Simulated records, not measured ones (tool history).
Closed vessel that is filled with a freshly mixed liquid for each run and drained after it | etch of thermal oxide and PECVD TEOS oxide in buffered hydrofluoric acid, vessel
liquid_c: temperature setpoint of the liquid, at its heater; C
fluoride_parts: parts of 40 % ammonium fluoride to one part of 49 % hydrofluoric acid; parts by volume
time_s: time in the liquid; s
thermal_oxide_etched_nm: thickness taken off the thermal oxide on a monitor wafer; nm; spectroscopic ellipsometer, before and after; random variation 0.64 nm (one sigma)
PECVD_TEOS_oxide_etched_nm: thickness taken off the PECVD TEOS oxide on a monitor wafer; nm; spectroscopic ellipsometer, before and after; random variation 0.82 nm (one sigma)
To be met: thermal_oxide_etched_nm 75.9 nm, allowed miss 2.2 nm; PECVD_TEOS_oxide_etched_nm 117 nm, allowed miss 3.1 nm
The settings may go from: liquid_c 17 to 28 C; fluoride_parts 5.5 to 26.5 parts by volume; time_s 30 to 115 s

run 1 hour=0 | liquid_c=20 fluoride_parts=16 time_s=60 | thermal_oxide_etched_nm=33.289 PECVD_TEOS_oxide_etched_nm=51.104
run 2 hour=8.5 | liquid_c=18.5 fluoride_parts=16 time_s=60 | thermal_oxide_etched_nm=30.277 PECVD_TEOS_oxide_etched_nm=46.902
run 3 hour=16.3 | liquid_c=18.5 fluoride_parts=16 time_s=70 | thermal_oxide_etched_nm=35.053 PECVD_TEOS_oxide_etched_nm=54.993
run 4 hour=19.6 | liquid_c=18.5 fluoride_parts=13 time_s=70 | thermal_oxide_etched_nm=43.82 PECVD_TEOS_oxide_etched_nm=68.026
run 5 hour=22.5 | liquid_c=20.5 fluoride_parts=13 time_s=70 | thermal_oxide_etched_nm=49.082 PECVD_TEOS_oxide_etched_nm=74.909
run 6 hour=30.2 | liquid_c=22 fluoride_parts=12.5 time_s=70 | thermal_oxide_etched_nm=55.071 PECVD_TEOS_oxide_etched_nm=86.11
run 7 hour=34.3 | liquid_c=22 fluoride_parts=12.5 time_s=70 | thermal_oxide_etched_nm=55.761 PECVD_TEOS_oxide_etched_nm=85.052
run 8 hour=40.5 | liquid_c=23 fluoride_parts=12.5 time_s=70 | thermal_oxide_etched_nm=57.995 PECVD_TEOS_oxide_etched_nm=90.688
run 9 hour=46.1 | liquid_c=24 fluoride_parts=12.5 time_s=70 | thermal_oxide_etched_nm=61.179 PECVD_TEOS_oxide_etched_nm=96.445
run 10 hour=51.7 | liquid_c=24 fluoride_parts=12.5 time_s=70 | thermal_oxide_etched_nm=62.203 PECVD_TEOS_oxide_etched_nm=95.535
run 11 hour=56.6 | liquid_c=24.5 fluoride_parts=12.5 time_s=70 | thermal_oxide_etched_nm=63.316 PECVD_TEOS_oxide_etched_nm=97.312

4 next moves are on the table. One of them brings every result within its allowed miss. Which?
run A hour=61.5 | liquid_c=24 fluoride_parts=13.5 time_s=70 | thermal_oxide_etched_nm=? PECVD_TEOS_oxide_etched_nm=?
run B hour=61.5 | liquid_c=28 fluoride_parts=12.5 time_s=70 | thermal_oxide_etched_nm=? PECVD_TEOS_oxide_etched_nm=?
run C hour=61.5 | liquid_c=26.5 fluoride_parts=14.5 time_s=60 | thermal_oxide_etched_nm=? PECVD_TEOS_oxide_etched_nm=?
run D hour=61.5 | liquid_c=19 fluoride_parts=12.5 time_s=85 | thermal_oxide_etched_nm=? PECVD_TEOS_oxide_etched_nm=?

move=A thermal_oxide_etched_nm=56.615 PECVD_TEOS_oxide_etched_nm=88.349
move=B thermal_oxide_etched_nm=75.726 PECVD_TEOS_oxide_etched_nm=118.17
move=C thermal_oxide_etched_nm=51.803 PECVD_TEOS_oxide_etched_nm=80.84
move=D thermal_oxide_etched_nm=56.172 PECVD_TEOS_oxide_etched_nm=87.658
A: further off than the last run
B: meets every target
C: further off than the last run
D: further off than the last run
The right move is B.
